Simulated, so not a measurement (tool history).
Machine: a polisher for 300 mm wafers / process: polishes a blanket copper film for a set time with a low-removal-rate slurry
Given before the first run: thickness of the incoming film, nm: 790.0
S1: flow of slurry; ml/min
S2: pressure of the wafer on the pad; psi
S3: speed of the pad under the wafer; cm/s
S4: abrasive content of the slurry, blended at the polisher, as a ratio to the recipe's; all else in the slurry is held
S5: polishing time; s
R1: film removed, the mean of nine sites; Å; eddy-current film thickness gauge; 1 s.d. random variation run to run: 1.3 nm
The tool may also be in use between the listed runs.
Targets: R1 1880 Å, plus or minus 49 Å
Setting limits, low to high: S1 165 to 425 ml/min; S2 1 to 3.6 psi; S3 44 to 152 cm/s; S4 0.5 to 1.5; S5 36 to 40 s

{"run": 1, "day": 0.0, "S1": 275, "S2": 2.3, "S3": 98, "S4": 1, "S5": 40, "R1": 1050.8}
{"run": 2, "day": 0.238, "S1": 280, "S2": 2.6, "S3": 98, "S4": 1, "S5": 40, "R1": 1171}
{"run": 3, "day": 0.271, "S1": 280, "S2": 2.8, "S3": 98, "S4": 1, "S5": 40, "R1": 1248.8}
{"run": 4, "day": 0.371, "S1": 280, "S2": 3, "S3": 100, "S4": 1, "S5": 40, "R1": 1356.8}
{"day": 0.746, "done": "slurry nozzle cleaned"}
{"run": 5, "day": 0.746, "S1": 285, "S2": 3.1, "S3": 102, "S4": 1, "S5": 40, "R1": 1466.5}
{"run": 6, "day": 1.004, "S1": 285, "S2": 3.6, "S3": 102, "S4": 1, "S5": 40, "R1": 1711.3}
{"run": 7, "day": 1.225, "S1": 290, "S2": 3.6, "S3": 104, "S4": 1, "S5": 40, "R1": 1739.4}
{"run": 8, "day": 1.267, "S1": 290, "S2": 3.6, "S3": 106, "S4": 1, "S5": 40, "R1": 1779.8}
{"run": 9, "day": 1.508, "S1": 290, "S2": 3.6, "S3": 108, "S4": 1, "S5": 40, "R1": 1799.4}

Next run, 5 choices. One meets every target within its allowed miss, the rest don't. Which?
{"run": "A", "day": 1.75, "S1": 320, "S2": 3.1, "S3": 118, "S4": 1, "S5": 40, "R1": "?"}
{"run": "B", "day": 1.75, "S1": 370, "S2": 3.4, "S3": 122, "S4": 0.75, "S5": 37, "R1": "?"}
{"run": "C", "day": 1.75, "S1": 300, "S2": 3.6, "S3": 118, "S4": 0.7, "S5": 39, "R1": "?"}
{"run": "D", "day": 1.75, "S1": 280, "S2": 3.6, "S3": 122, "S4": 0.95, "S5": 38, "R1": "?"}
{"run": "E", "day": 1.75, "S1": 235, "S2": 3.4, "S3": 104, "S4": 1.05, "S5": 40, "R1": "?"}

move=A R1=1707.7
move=B R1=1696.7
move=C R1=1776.1
move=D R1=1885
move=E R1=1628.5
A: the biggest miss grows against the last run
B: the biggest miss grows against the last run
C: the biggest miss grows against the last run
D: each result inside its tolerance
E: the biggest miss grows against the last run
The right move is D.

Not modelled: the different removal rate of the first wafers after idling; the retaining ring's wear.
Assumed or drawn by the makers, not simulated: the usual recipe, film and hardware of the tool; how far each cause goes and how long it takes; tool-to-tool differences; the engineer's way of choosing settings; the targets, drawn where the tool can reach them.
